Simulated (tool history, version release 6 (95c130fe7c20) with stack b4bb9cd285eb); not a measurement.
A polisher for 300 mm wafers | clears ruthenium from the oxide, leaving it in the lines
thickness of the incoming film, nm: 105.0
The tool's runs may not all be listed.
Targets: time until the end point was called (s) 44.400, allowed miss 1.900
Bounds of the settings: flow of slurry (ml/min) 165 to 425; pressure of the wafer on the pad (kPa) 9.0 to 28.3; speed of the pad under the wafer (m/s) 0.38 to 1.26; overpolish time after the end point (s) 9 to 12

| run | hour | flow of slurry (ml/min) | pressure of the wafer on the pad (kPa) | speed of the pad under the wafer (m/s) | overpolish time after the end point (s) | time until the end point was called (s) |
|---|---|---|---|---|---|---|
| 1 | 0.0 | 275 | 18.6 | 0.82 | 12 | 88.732 |
| 2 | 7.4 | 275 | 18.6 | 0.82 | 12 | 88.665 |
| 3 | 11.2 | 275 | 18.6 | 0.82 | 12 | 86.546 |
| 4 | 19.0 | 275 | 22.1 | 0.82 | 12 | 74.892 |
| 5 | 25.1 | 275 | 24.1 | 0.88 | 12 | 63.401 |
| 6 | 32.7 | 275 | 25.5 | 0.92 | 12 | 57.272 |
| 7 | 41.2 | 275 | 26.2 | 0.96 | 12 | 53.600 |
| 8 | 47.1 | 275 | 26.9 | 0.98 | 12 | 51.805 |
| 9 | 55.0 | 275 | 27.6 | 1.02 | 12 | 48.779 |
| 10 | 60.2 | 275 | 27.6 | 1.04 | 12 | 48.960 |

4 next moves are on the table. One of them brings every result within its allowed miss. Which?
| A | 65.4 | 195 | 25.5 | 1.12 | 12 | ? |
| B | 65.4 | 215 | 28.3 | 1.02 | 9 | ? |
| C | 65.4 | 275 | 28.3 | 1.20 | 9 | ? |
| D | 65.4 | 375 | 28.3 | 1.04 | 12 | ? |

| move | time until the end point was called (s) |
|---|---|
| A | 49.454 |
| B | 48.283 |
| C | 39.950 |
| D | 44.680 |
A: further off than the last run
B: nearer than the last run, and not there yet
C: takes the result that was furthest off past its target
D: meets every target
Move D is the one to make.

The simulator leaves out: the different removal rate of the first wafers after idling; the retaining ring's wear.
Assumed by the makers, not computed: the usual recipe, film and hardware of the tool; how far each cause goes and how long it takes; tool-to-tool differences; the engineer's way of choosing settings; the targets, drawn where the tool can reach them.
